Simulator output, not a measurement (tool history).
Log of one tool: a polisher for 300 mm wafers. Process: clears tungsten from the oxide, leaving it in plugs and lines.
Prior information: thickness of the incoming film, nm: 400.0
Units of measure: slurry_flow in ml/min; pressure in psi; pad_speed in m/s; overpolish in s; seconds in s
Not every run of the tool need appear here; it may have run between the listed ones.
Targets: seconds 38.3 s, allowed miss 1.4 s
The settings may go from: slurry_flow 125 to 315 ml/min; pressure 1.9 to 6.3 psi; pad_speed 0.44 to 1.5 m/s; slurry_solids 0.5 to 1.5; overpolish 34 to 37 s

run,hour,slurry_flow,pressure,pad_speed,slurry_solids,overpolish,seconds
1,0,205,4.1,0.96,1,34,81.222
2,4.2,205,3.6,0.96,1,34,92.146
3,12.9,205,3.6,0.96,1.1,34,89.659
4,15.8,205,3.6,0.96,1.3,34,87.79
5,18.2,205,4.3,1,1.3,34,71.049
6,20.6,245,4.3,1,1.3,34,69.006
7,25,245,4.8,1.02,1.3,34,59.863
8,33.5,245,5.2,1.04,1.3,34,56.477
9,40.8,250,5.5,1.08,1.3,34,50.018
10,43,255,5.7,1.1,1.3,34,48.423

Consider the 5 candidate settings below. Which is the only one whose results all fall within their allowed miss of target?
A,45.2,235,6.3,1.14,1.35,37,?
B,45.2,250,6.3,1.24,1.35,37,?
C,45.2,230,6.2,1.16,1.35,37,?
D,45.2,285,5.5,0.96,1.05,36,?
E,45.2,230,3.9,1.12,1.2,35,?

move,seconds
A,42.532
B,39.026
C,42.611
D,58.445
E,70.582
A: an improvement on the last run, though not all results are within tolerance
B: all results in spec
C: an improvement on the last run, though not all results are within tolerance
D: misses by more than the last run did
E: misses by more than the last run did
Move B is the one to make.

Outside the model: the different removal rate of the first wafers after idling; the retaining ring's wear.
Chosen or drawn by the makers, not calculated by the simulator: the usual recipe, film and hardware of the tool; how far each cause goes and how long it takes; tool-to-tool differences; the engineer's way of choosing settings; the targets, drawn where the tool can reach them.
